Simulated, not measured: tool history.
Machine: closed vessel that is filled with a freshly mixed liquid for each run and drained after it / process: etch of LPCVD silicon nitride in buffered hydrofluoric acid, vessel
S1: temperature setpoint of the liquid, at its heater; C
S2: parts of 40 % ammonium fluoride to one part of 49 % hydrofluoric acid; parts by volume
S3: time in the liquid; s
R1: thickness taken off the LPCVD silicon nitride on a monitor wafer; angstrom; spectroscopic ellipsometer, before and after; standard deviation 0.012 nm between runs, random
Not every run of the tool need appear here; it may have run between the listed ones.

| run | hour | S1 | S2 | S3 | R1 |
|---|---|---|---|---|---|
| 1 | 0.0 | 24.0 | 8.5 | 160 | 22.624 |
| 2 | 4.2 | 25.5 | 8.5 | 160 | 24.650 |
| 3 | 5.8 | 25.5 | 6.0 | 160 | 34.521 |
| 4 | 10.6 | 25.5 | 8.5 | 160 | 24.189 |
| 5 | 13.7 | 24.5 | 8.5 | 160 | 23.096 |
| 6 | 15.8 | 24.0 | 8.5 | 160 | 22.605 |
| 7 | 24.2 | 24.0 | 8.5 | 160 | 22.580 |
| 8 | 29.1 | 23.5 | 8.5 | 160 | 22.361 |
|  | 36.6 | hydrofluoric acid flow meter replaced |
| 9 | 36.6 | 23.5 | 8.5 | 160 | 24.242 |

What does the tool deliver on the next run?
| 10 | 44.0 | 23.5 | 9.0 | 160 | ? |

R1: 22.802 angstrom
